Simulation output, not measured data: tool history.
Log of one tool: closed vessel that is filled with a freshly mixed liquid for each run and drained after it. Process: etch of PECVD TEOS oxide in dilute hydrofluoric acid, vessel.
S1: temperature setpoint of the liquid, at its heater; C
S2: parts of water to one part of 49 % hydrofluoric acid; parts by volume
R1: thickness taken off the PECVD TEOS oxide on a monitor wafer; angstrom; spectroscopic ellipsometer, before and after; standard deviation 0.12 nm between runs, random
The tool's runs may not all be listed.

{"run": 1, "hour": 0.0, "S1": 23, "S2": 280, "time in the liquid (s)": 420, "R1": 189.47}
{"run": 2, "hour": 8.0, "S1": 25, "S2": 280, "time in the liquid (s)": 420, "R1": 203.65}
{"run": 3, "hour": 10.0, "S1": 25, "S2": 280, "time in the liquid (s)": 420, "R1": 204.91}
{"run": 4, "hour": 17.7, "S1": 25.5, "S2": 280, "time in the liquid (s)": 420, "R1": 207.37}
{"run": 5, "hour": 25.8, "S1": 25.5, "S2": 280, "time in the liquid (s)": 420, "R1": 207.95}
{"run": 6, "hour": 34.1, "S1": 26, "S2": 280, "time in the liquid (s)": 420, "R1": 209.84}
{"run": 7, "hour": 43.0, "S1": 26.5, "S2": 280, "time in the liquid (s)": 420, "R1": 216.1}
{"hour": 48.2, "done": "thermometer replaced"}
{"run": 8, "hour": 48.2, "S1": 28, "S2": 280, "time in the liquid (s)": 420, "R1": 234.68}

What does the tool deliver on the next run?
{"run": 9, "hour": 48.9, "S1": 27.5, "S2": 280, "time in the liquid (s)": 420, "R1": "?"}

Run 9 produced R1 229.62 angstrom.
